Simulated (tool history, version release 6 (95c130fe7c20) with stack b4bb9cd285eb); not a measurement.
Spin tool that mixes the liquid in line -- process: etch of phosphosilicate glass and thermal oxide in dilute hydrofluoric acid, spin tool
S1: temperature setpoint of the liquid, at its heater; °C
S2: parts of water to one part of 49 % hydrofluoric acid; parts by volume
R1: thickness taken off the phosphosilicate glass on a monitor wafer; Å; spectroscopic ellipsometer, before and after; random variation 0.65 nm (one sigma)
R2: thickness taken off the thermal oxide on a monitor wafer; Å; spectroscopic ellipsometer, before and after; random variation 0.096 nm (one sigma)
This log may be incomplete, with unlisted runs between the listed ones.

{"run": 1, "hour": 0.0, "S1": 24, "S2": 70, "time under the liquid (s)": 30, "R1": 283.6, "R2": 24.973}
{"run": 2, "hour": 6.5, "S1": 25, "S2": 65, "time under the liquid (s)": 30, "R1": 330.22, "R2": 28.23}
{"run": 3, "hour": 11.5, "S1": 25.5, "S2": 60, "time under the liquid (s)": 30, "R1": 367.54, "R2": 31.23}
{"run": 4, "hour": 19.3, "S1": 25.5, "S2": 35, "time under the liquid (s)": 30, "R1": 642.52, "R2": 53.187}
{"run": 5, "hour": 27.9, "S1": 24, "S2": 35, "time under the liquid (s)": 30, "R1": 598.11, "R2": 50.715}
{"run": 6, "hour": 33.2, "S1": 21.5, "S2": 35, "time under the liquid (s)": 30, "R1": 554, "R2": 45.84}
{"hour": 36.0, "done": "hydrofluoric acid flow meter replaced"}
{"run": 7, "hour": 36.0, "S1": 22.5, "S2": 35, "time under the liquid (s)": 30, "R1": 507, "R2": 43.725}
{"run": 8, "hour": 42.0, "S1": 23, "S2": 35, "time under the liquid (s)": 30, "R1": 530.09, "R2": 44.962}

Predict the results of run 9:
{"run": 9, "hour": 50.1, "S1": 23.5, "S2": 35, "time under the liquid (s)": 30, "R1": "?", "R2": "?"}

Run 9 produced R1 534.95 Å, R2 45.097 Å.
